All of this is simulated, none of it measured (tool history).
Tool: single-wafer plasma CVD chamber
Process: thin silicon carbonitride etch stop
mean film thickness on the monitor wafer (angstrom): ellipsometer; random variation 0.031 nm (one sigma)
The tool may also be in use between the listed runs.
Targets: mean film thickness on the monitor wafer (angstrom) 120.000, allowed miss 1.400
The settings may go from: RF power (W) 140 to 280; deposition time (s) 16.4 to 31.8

run	hour	RF power (W)	deposition time (s)	mean film thickness on the monitor wafer (angstrom)
1	0.0	210	24.1	127.820
2	4.8	210	22.2	117.290
3	10.3	210	19.5	102.690
4	16.7	225	19.8	106.580
5	24.6	215	19.8	105.180
6	33.3	215	17.3	91.667
7	40.9	230	18.0	97.558
8	45.0	240	18.7	103.030
9	45.6	250	19.1	105.850
10	51.0	255	19.5	108.910
11	54.8	255	19.5	108.720
12	58.4	280	21.4	122.730
13	63.0	275	21.4	122.380
14	69.6	270	21.4	121.350

Which of these 5 next moves meets every target?
A	76.2	270	21.7	?
B	76.2	280	21.4	?
C	76.2	275	21.1	?
D	76.2	260	21.9	?
E	76.2	265	22.0	?

move	mean film thickness on the monitor wafer (angstrom)
A	123.530
B	123.120
C	120.750
D	123.300
E	124.550
A: further off than the last run
B: further off than the last run
C: meets every target
D: further off than the last run
E: further off than the last run
The right move is C.

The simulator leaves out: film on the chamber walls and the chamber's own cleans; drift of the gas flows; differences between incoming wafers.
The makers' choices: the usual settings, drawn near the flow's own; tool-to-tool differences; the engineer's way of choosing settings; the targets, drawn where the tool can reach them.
